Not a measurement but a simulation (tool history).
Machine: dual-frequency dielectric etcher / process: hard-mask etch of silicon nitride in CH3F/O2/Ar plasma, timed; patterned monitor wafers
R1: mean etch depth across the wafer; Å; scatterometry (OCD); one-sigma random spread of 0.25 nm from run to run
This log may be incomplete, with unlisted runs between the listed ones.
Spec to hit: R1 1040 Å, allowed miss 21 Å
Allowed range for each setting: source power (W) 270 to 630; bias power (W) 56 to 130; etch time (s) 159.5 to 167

Run 1, hour 0: source power (W) 450, bias power (W) 93, etch time (s) 159.5. Result: R1 1267.6 Å.
Run 2, hour 5.7: source power (W) 400, bias power (W) 88, etch time (s) 159.5. Result: R1 1186.5 Å.
Run 3, hour 9.2: source power (W) 370, bias power (W) 86, etch time (s) 159.5. Result: R1 1151.7 Å.
Run 4, hour 10.9: source power (W) 370, bias power (W) 100, etch time (s) 159.5. Result: R1 1219.7 Å.
Run 5, hour 14.4: source power (W) 370, bias power (W) 90, etch time (s) 159.5. Result: R1 1171.6 Å.
Run 6, hour 19.9: source power (W) 340, bias power (W) 87, etch time (s) 159.5. Result: R1 1130 Å.
Run 7, hour 23.6: source power (W) 270, bias power (W) 77, etch time (s) 159.5. Result: R1 1002 Å.
Run 8, hour 32.6: source power (W) 280, bias power (W) 77, etch time (s) 159.5. Result: R1 1013.2 Å.

Which one of the following 5 next-run settings gets every result inside its allowed miss? There is exactly one.
Run A, hour 41.6: source power (W) 300, bias power (W) 69, etch time (s) 167. Result: R1 ?.
Run B, hour 41.6: source power (W) 300, bias power (W) 58, etch time (s) 167. Result: R1 ?.
Run C, hour 41.6: source power (W) 300, bias power (W) 70, etch time (s) 159.5. Result: R1 ?.
Run D, hour 41.6: source power (W) 290, bias power (W) 73, etch time (s) 159.5. Result: R1 ?.
Run E, hour 41.6: source power (W) 280, bias power (W) 70, etch time (s) 162. Result: R1 ?.

move      R1
   A    1039
   B  972.74
   C  997.84
   D  1003.8
   E  992.56
A: every result within its allowed miss
B: the biggest miss grows against the last run
C: the biggest miss grows against the last run
D: the biggest miss grows against the last run
E: the biggest miss grows against the last run
Correct choice: A, which meets every target
